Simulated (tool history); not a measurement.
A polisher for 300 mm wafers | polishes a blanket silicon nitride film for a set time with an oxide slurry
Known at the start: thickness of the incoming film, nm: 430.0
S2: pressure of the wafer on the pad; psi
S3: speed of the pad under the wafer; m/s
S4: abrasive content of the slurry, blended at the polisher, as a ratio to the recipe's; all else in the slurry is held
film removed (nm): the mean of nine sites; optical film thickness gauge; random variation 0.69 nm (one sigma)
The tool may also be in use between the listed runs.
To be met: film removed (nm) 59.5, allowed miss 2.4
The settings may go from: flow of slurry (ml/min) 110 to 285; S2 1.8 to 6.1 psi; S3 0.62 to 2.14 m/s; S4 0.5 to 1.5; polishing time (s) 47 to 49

run 1 hour=0 | flow_of_slurry_(ml/min)=180 S2=3.9 S3=1.38 S4=1 polishing_time_(s)=47 | film_removed_(nm)=40.64
run 2 hour=5.2 | flow_of_slurry_(ml/min)=210 S2=3.9 S3=1.38 S4=1 polishing_time_(s)=47 | film_removed_(nm)=42.547
run 3 hour=12.5 | flow_of_slurry_(ml/min)=210 S2=3.9 S3=1.38 S4=1 polishing_time_(s)=49 | film_removed_(nm)=43.485
run 4 hour=15.4 | flow_of_slurry_(ml/min)=210 S2=3.9 S3=1.38 S4=1 polishing_time_(s)=47 | film_removed_(nm)=42.353
run 5 hour=19.8 | flow_of_slurry_(ml/min)=220 S2=4.3 S3=1.38 S4=1 polishing_time_(s)=47 | film_removed_(nm)=45.339
run 6 hour=27 | flow_of_slurry_(ml/min)=220 S2=4.7 S3=1.4 S4=1 polishing_time_(s)=47 | film_removed_(nm)=49.335
run 7 hour=34.5 | flow_of_slurry_(ml/min)=220 S2=5 S3=1.42 S4=1 polishing_time_(s)=47 | film_removed_(nm)=52.139
run 8 hour=39 | flow_of_slurry_(ml/min)=220 S2=5.2 S3=1.42 S4=1 polishing_time_(s)=47 | film_removed_(nm)=53.162

4 next moves are on the table. One of them brings every result within its allowed miss. Which?
run A hour=43.5 | flow_of_slurry_(ml/min)=250 S2=6 S3=1.46 S4=0.95 polishing_time_(s)=47 | film_removed_(nm)=?
run B hour=43.5 | flow_of_slurry_(ml/min)=220 S2=5.1 S3=1.44 S4=0.95 polishing_time_(s)=49 | film_removed_(nm)=?
run C hour=43.5 | flow_of_slurry_(ml/min)=280 S2=5 S3=1.4 S4=1.2 polishing_time_(s)=47 | film_removed_(nm)=?
run D hour=43.5 | flow_of_slurry_(ml/min)=225 S2=5.3 S3=1.4 S4=1 polishing_time_(s)=47 | film_removed_(nm)=?

move=A film_removed_(nm)=59.986
move=B film_removed_(nm)=54.095
move=C film_removed_(nm)=55.49
move=D film_removed_(nm)=53.273
A: meets every target
B: nearer than the last run, and not there yet
C: nearer than the last run, and not there yet
D: as far off as the last run
Answer: A

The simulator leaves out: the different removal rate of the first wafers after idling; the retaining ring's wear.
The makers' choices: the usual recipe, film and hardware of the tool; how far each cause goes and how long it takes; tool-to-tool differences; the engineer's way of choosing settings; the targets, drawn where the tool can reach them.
